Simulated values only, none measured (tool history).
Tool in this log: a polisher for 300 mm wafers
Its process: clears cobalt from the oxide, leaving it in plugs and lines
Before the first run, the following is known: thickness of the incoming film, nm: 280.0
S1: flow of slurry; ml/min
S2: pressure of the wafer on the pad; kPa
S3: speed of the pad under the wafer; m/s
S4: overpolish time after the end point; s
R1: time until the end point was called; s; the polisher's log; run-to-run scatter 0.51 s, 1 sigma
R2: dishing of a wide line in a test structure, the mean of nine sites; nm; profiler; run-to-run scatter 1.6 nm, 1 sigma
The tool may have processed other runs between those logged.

run  hour   S1    S2    S3  S4      R1      R2
  1     0  265  16.5  1.12  26  48.332  59.288
  2   7.5  265  17.2  1.12  26  47.637  62.837
  3   8.3  265  20.7  1.12  26  39.083   63.11
  4  15.3  265  21.4  1.12  26  38.133  64.342
  5  16.2  265  17.9  1.12  26  46.141  64.254
  6  17.2  220  17.9  1.12  26  48.675  64.426
  7  23.4  230  18.6  1.12  26   44.28  61.625
  8  25.9  230  19.3  1.12  26  43.498  64.853
  9  27.3  235    20  1.12  25  41.897  59.489
 10  33.2  240  20.7  1.12  26  39.939   65.15

The next listed run, before its measurement:
 11  36.7  225  24.8  1.22  14   ?   ?

{"run 11": {"R1": 32.296, "R2": 58.529}}
